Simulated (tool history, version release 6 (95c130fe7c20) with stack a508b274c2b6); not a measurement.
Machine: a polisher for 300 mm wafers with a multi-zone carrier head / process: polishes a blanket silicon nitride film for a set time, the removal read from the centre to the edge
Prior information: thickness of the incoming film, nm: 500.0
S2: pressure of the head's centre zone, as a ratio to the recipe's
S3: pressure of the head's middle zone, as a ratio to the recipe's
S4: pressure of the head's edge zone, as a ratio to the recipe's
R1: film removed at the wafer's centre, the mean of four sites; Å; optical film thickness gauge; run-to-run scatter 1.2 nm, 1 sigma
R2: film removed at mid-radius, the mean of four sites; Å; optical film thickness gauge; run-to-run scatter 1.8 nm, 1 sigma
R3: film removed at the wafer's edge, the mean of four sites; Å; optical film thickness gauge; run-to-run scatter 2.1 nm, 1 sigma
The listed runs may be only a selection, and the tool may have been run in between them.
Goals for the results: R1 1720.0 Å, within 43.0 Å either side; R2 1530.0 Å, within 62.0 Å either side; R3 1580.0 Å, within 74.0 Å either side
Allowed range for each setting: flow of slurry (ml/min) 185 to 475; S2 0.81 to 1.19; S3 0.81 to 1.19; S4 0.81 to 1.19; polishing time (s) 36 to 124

Run 1, hour 0.0: flow of slurry (ml/min) 305, S2 1.00, S3 1.00, S4 1.00, polishing time (s) 79. Result: R1 1342.6 Å, R2 1374.7 Å, R3 1368.6 Å.
Run 2, hour 4.0: flow of slurry (ml/min) 305, S2 1.00, S3 1.00, S4 1.06, polishing time (s) 79. Result: R1 1344.3 Å, R2 1384.5 Å, R3 1428.9 Å.
Run 3, hour 8.3: flow of slurry (ml/min) 315, S2 1.04, S3 1.01, S4 1.08, polishing time (s) 80. Result: R1 1416.7 Å, R2 1409.3 Å, R3 1477.5 Å.
Run 4, hour 10.4: flow of slurry (ml/min) 265, S2 1.04, S3 1.01, S4 1.08, polishing time (s) 80. Result: R1 1395.8 Å, R2 1394.8 Å, R3 1413.5 Å.
Run 5, hour 11.8: flow of slurry (ml/min) 285, S2 1.07, S3 1.02, S4 1.09, polishing time (s) 81. Result: R1 1483.1 Å, R2 1444.6 Å, R3 1469.5 Å.
Run 6, hour 15.8: flow of slurry (ml/min) 300, S2 1.09, S3 1.02, S4 1.10, polishing time (s) 81. Result: R1 1500.3 Å, R2 1421.2 Å, R3 1466.2 Å.
Run 7, hour 20.7: flow of slurry (ml/min) 310, S2 1.11, S3 1.03, S4 1.11, polishing time (s) 82. Result: R1 1533.2 Å, R2 1481.1 Å, R3 1508.8 Å.
Run 8, hour 26.9: flow of slurry (ml/min) 310, S2 1.13, S3 1.03, S4 1.11, polishing time (s) 83. Result: R1 1582.7 Å, R2 1498.2 Å, R3 1504.9 Å.
Run 9, hour 32.0: flow of slurry (ml/min) 315, S2 1.14, S3 1.03, S4 1.12, polishing time (s) 84. Result: R1 1650.7 Å, R2 1484.2 Å, R3 1553.9 Å.
Run 10, hour 39.1: flow of slurry (ml/min) 320, S2 1.15, S3 1.04, S4 1.12, polishing time (s) 84. Result: R1 1630.1 Å, R2 1547.2 Å, R3 1567.8 Å.
Run 11, hour 45.8: flow of slurry (ml/min) 320, S2 1.16, S3 1.04, S4 1.12, polishing time (s) 84. Result: R1 1653.5 Å, R2 1518.1 Å, R3 1537.7 Å.

Which one of the following 4 next-run settings gets every result inside its allowed miss? There is exactly one.
Run A, hour 52.5: flow of slurry (ml/min) 305, S2 1.18, S3 0.95, S4 1.05, polishing time (s) 85. Result: R1 ?, R2 ?, R3 ?.
Run B, hour 52.5: flow of slurry (ml/min) 305, S2 1.15, S3 1.07, S4 1.11, polishing time (s) 82. Result: R1 ?, R2 ?, R3 ?.
Run C, hour 52.5: flow of slurry (ml/min) 260, S2 1.12, S3 1.06, S4 1.13, polishing time (s) 86. Result: R1 ?, R2 ?, R3 ?.
Run D, hour 52.5: flow of slurry (ml/min) 285, S2 1.17, S3 1.00, S4 1.09, polishing time (s) 88. Result: R1 ?, R2 ?, R3 ?.

move      R1      R2      R3
   A  1663.6  1440.4  1488.3
   B  1567.7  1536.7  1474.0
   C  1579.2  1577.0  1543.9
   D  1698.4  1548.1  1562.0
A: better than the last run, though not everything is in spec
B: further off than the last run
C: further off than the last run
D: in spec on every target
So the answer is move D, the one that meets all the targets.

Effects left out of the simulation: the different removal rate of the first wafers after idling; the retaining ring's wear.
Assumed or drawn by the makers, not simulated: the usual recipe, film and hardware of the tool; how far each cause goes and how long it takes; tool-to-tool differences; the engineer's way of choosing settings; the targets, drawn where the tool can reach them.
